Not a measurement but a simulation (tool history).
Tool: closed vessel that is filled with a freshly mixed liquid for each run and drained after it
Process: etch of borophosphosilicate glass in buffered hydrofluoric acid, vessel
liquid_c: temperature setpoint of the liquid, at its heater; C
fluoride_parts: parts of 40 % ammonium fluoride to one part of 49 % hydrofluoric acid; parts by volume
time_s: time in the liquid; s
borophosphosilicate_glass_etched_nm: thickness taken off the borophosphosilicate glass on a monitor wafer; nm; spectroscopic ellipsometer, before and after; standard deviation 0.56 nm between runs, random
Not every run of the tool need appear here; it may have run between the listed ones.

| run | hour | liquid_c | fluoride_parts | time_s | borophosphosilicate_glass_etched_nm |
|---|---|---|---|---|---|
| 1 | 0.0 | 25.0 | 11.5 | 85 | 97.410 |
| 2 | 1.3 | 25.0 | 11.5 | 85 | 98.517 |
| 3 | 10.0 | 23.5 | 11.5 | 85 | 90.454 |
| 4 | 16.2 | 23.5 | 11.5 | 95 | 101.290 |
| 5 | 18.4 | 26.5 | 11.5 | 95 | 119.840 |
| 6 | 21.1 | 24.0 | 11.5 | 95 | 102.320 |
| 7 | 27.4 | 20.0 | 11.5 | 95 | 82.803 |

What will run 8 give?
| 8 | 28.3 | 19.5 | 11.5 | 95 | ? |

{"run 8": {"borophosphosilicate_glass_etched_nm": 80.45}}
